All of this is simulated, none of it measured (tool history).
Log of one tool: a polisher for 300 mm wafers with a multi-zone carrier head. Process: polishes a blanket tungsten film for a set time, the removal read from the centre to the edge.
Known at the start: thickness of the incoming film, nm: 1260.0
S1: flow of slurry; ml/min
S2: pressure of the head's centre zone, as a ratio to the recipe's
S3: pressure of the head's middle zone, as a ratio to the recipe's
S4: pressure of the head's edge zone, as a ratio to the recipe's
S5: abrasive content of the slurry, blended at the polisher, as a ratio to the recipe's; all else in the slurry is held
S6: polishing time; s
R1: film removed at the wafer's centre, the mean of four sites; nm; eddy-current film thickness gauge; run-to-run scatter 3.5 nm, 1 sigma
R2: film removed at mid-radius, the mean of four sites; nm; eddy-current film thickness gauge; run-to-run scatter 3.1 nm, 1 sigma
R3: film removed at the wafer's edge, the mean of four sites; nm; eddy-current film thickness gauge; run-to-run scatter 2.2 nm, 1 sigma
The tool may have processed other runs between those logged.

Run 1, hour 0: S1 180 ml/min, S2 1, S3 1, S4 1, S5 1, S6 32 s. Result: R1 158.43 nm, R2 161.75 nm, R3 162.85 nm.
Run 2, hour 3.6: S1 180 ml/min, S2 1, S3 1, S4 1.08, S5 1, S6 32 s. Result: R1 162.38 nm, R2 166.87 nm, R3 170.98 nm.
Run 3, hour 4.4: S1 180 ml/min, S2 0.96, S3 1, S4 1.08, S5 1, S6 32 s. Result: R1 156.5 nm, R2 163.95 nm, R3 168.54 nm.
Run 4, hour 8.6: S1 195 ml/min, S2 1, S3 1.01, S4 1.08, S5 1.05, S6 32 s. Result: R1 163.39 nm, R2 169.09 nm, R3 174.43 nm.
Run 5, hour 10.2: S1 195 ml/min, S2 1, S3 1.04, S4 1.08, S5 1.05, S6 32 s. Result: R1 165.24 nm, R2 168.99 nm, R3 174.16 nm.
Run 6, hour 18.1: S1 190 ml/min, S2 1.03, S3 1.06, S4 1.05, S5 1.1, S6 33 s. Result: R1 175.42 nm, R2 180.1 nm, R3 176.5 nm.
At hour 26.3: worn pad replaced by a new one.
Run 7, hour 26.3: S1 195 ml/min, S2 1.06, S3 1.07, S4 1.06, S5 1.15, S6 33 s. Result: R1 201.77 nm, R2 203.77 nm, R3 200.78 nm.
Run 8, hour 35.3: S1 200 ml/min, S2 1.08, S3 1.07, S4 1.04, S5 1.15, S6 33 s. Result: R1 209.15 nm, R2 207.68 nm, R3 202.81 nm.
Run 9, hour 40.2: S1 210 ml/min, S2 1.09, S3 1.06, S4 1.02, S5 1.15, S6 33 s. Result: R1 211.11 nm, R2 209.72 nm, R3 195.94 nm.
Run 10, hour 41.1: S1 210 ml/min, S2 1.1, S3 1.05, S4 1.03, S5 1.15, S6 33 s. Result: R1 214.52 nm, R2 197.54 nm, R3 200.52 nm.
Run 11, hour 46.4: S1 215 ml/min, S2 1.11, S3 1.06, S4 1.03, S5 1.15, S6 33 s. Result: R1 214.89 nm, R2 208.54 nm, R3 198.01 nm.
Run 12, hour 49.1: S1 215 ml/min, S2 1.12, S3 1.06, S4 1.04, S5 1.15, S6 33 s. Result: R1 214.19 nm, R2 206.46 nm, R3 200.34 nm.
Run 13, hour 57.7: S1 215 ml/min, S2 1.13, S3 1.06, S4 1.04, S5 1.15, S6 33 s. Result: R1 220.2 nm, R2 211.52 nm, R3 198.54 nm.
Run 14, hour 64.4: S1 215 ml/min, S2 1.14, S3 1.06, S4 1.04, S5 1.15, S6 33 s. Result: R1 223.61 nm, R2 206.96 nm, R3 198.42 nm.
Run 15, hour 69.3: S1 220 ml/min, S2 1.14, S3 1.06, S4 1.05, S5 1.15, S6 33 s. Result: R1 225.26 nm, R2 205.73 nm, R3 205.45 nm.
Run 16, hour 71.1: S1 225 ml/min, S2 1.15, S3 1.07, S4 1.05, S5 1.15, S6 33 s. Result: R1 224.43 nm, R2 208.82 nm, R3 200.35 nm.
Run 17, hour 74.7: S1 225 ml/min, S2 1.16, S3 1.08, S4 1.05, S5 1.2, S6 33 s. Result: R1 223.44 nm, R2 214.34 nm, R3 204.08 nm.

What will run 18 give?
Run 18, hour 79.2: S1 225 ml/min, S2 1.17, S3 1.08, S4 1.05, S5 1.2, S6 33 s. Result: R1 ?, R2 ?, R3 ?.

For run 18 the tool returned R1 234.29 nm, R2 211.78 nm, R3 205.82 nm.
